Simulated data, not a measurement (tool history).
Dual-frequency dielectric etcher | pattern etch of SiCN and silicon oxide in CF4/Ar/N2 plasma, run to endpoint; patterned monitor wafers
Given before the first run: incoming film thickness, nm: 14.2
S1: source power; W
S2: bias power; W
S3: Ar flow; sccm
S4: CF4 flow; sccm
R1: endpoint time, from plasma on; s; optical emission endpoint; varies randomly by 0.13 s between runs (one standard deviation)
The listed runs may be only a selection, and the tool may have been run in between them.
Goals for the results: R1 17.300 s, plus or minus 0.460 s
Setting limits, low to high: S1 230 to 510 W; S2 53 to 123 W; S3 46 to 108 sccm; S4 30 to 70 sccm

Run 1, hour 0.0: S1 370 W, S2 88 W, S3 77 sccm, S4 50 sccm. Result: R1 19.850 s.
Run 2, hour 0.5: S1 340 W, S2 88 W, S3 77 sccm, S4 50 sccm. Result: R1 21.273 s.
Run 3, hour 2.2: S1 340 W, S2 88 W, S3 90 sccm, S4 50 sccm. Result: R1 21.857 s.
Run 4, hour 6.7: S1 340 W, S2 81 W, S3 90 sccm, S4 50 sccm. Result: R1 22.491 s.
At hour 13.5: bias power generator calibrated.
Run 5, hour 13.5: S1 360 W, S2 82 W, S3 90 sccm, S4 50 sccm. Result: R1 21.285 s.
Run 6, hour 18.4: S1 360 W, S2 96 W, S3 90 sccm, S4 50 sccm. Result: R1 19.818 s.
Run 7, hour 20.6: S1 370 W, S2 96 W, S3 90 sccm, S4 50 sccm. Result: R1 19.295 s.
Run 8, hour 23.8: S1 380 W, S2 96 W, S3 90 sccm, S4 50 sccm. Result: R1 19.055 s.
Run 9, hour 31.9: S1 390 W, S2 96 W, S3 90 sccm, S4 50 sccm. Result: R1 18.576 s.
Run 10, hour 40.4: S1 400 W, S2 96 W, S3 90 sccm, S4 50 sccm. Result: R1 18.467 s.
Run 11, hour 43.1: S1 410 W, S2 96 W, S3 90 sccm, S4 50 sccm. Result: R1 17.604 s.

Below are 5 possible settings for the next run. Only one of them brings all results inside the allowed miss of their targets. Which is it?
Run A, hour 45.8: S1 400 W, S2 103 W, S3 86 sccm, S4 56 sccm. Result: R1 ?.
Run B, hour 45.8: S1 410 W, S2 94 W, S3 81 sccm, S4 45 sccm. Result: R1 ?.
Run C, hour 45.8: S1 390 W, S2 95 W, S3 90 sccm, S4 54 sccm. Result: R1 ?.
Run D, hour 45.8: S1 420 W, S2 107 W, S3 83 sccm, S4 55 sccm. Result: R1 ?.
Run E, hour 45.8: S1 390 W, S2 96 W, S3 88 sccm, S4 63 sccm. Result: R1 ?.

move      R1
   A  17.504
   B  18.147
   C  18.648
   D  16.548
   E  18.175
A: in spec on every target
B: lands further from the targets than the last run did
C: lands further from the targets than the last run did
D: takes the biggest miss from the last run beyond its target
E: lands further from the targets than the last run did
So the answer is move A, the one that meets all the targets.
